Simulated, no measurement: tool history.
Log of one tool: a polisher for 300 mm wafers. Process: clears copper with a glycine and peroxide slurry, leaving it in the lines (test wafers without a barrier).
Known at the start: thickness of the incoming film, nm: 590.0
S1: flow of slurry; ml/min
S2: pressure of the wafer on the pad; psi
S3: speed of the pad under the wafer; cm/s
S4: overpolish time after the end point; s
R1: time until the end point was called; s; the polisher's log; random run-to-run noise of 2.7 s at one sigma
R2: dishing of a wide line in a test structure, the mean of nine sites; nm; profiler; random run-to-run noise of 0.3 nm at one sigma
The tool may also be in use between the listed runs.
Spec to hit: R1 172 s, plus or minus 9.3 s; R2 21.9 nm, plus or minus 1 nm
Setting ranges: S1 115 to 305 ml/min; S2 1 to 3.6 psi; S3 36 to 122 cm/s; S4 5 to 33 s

run,hour,S1,S2,S3,S4,R1,R2
1,0,195,2.3,78,17,164.6,45.149
2,6.8,195,2.7,78,17,150.19,48.159
3,8.9,195,3.1,78,17,137.76,52.992
4,13.3,195,3.1,62,17,156.06,45.534
5,21.9,205,3.1,58,13,167.94,35.609
6,28.2,205,3.1,58,18,172.89,47.357
7,35.7,190,3,58,14,175.92,35.703
8,44.7,190,3,58,11,171.1,29.524
9,46.6,200,2.8,60,5,173.1,14.129
10,49.4,185,3,58,6,168.71,16.467
11,54.9,185,3.1,56,7,177.27,19.334
12,58.3,180,3.2,56,7,174.39,19.587
13,59.1,180,3.3,56,7,170.99,20.06
14,61.8,180,3.4,56,7,167.28,20.014
15,70.5,175,3.4,56,7,167.33,19.855
16,73.2,175,3.4,54,7,170.87,19.677
17,76.5,175,3.4,52,7,176.13,19.045
18,81.9,180,3.4,52,7,172.19,19.695

Which single option among these 4 for the next run brings every result within its allowed miss of target? Just one does.
A,87.3,190,3.4,48,7,?,?
B,87.3,225,3.4,46,7,?,?
C,87.3,120,3.2,62,8,?,?
D,87.3,190,3.6,54,6,?,?

move,R1,R2
A,181.68,19.047
B,182.13,19.01
C,175.26,22.254
D,163.04,18.227
A: misses by more than the last run did
B: misses by more than the last run did
C: meets every target
D: misses by more than the last run did
The move that meets every target is C.
